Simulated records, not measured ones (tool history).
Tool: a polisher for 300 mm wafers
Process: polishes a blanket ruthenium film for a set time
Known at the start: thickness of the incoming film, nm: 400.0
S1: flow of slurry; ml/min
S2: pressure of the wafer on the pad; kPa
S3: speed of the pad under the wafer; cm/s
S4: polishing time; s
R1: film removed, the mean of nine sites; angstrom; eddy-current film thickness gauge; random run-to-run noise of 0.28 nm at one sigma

{"run": 1, "hour": 0.0, "S1": 120, "S2": 13.1, "S3": 112, "S4": 64, "R1": 647.14}
{"run": 2, "hour": 8.8, "S1": 120, "S2": 13.1, "S3": 92, "S4": 64, "R1": 537.65}
{"run": 3, "hour": 17.8, "S1": 110, "S2": 13.1, "S3": 92, "S4": 64, "R1": 522.35}
{"run": 4, "hour": 22.9, "S1": 105, "S2": 11.7, "S3": 92, "S4": 64, "R1": 462.05}
{"run": 5, "hour": 26.7, "S1": 105, "S2": 11.7, "S3": 112, "S4": 64, "R1": 563.54}
{"run": 6, "hour": 30.1, "S1": 105, "S2": 13.8, "S3": 112, "S4": 64, "R1": 651.28}
{"run": 7, "hour": 33.3, "S1": 100, "S2": 12.4, "S3": 108, "S4": 64, "R1": 556.26}

Estimate the outcome of run 8 from the log above:
{"run": 8, "hour": 34.0, "S1": 95, "S2": 11, "S3": 104, "S4": 64, "R1": "?"}

R1: 474.09 angstrom
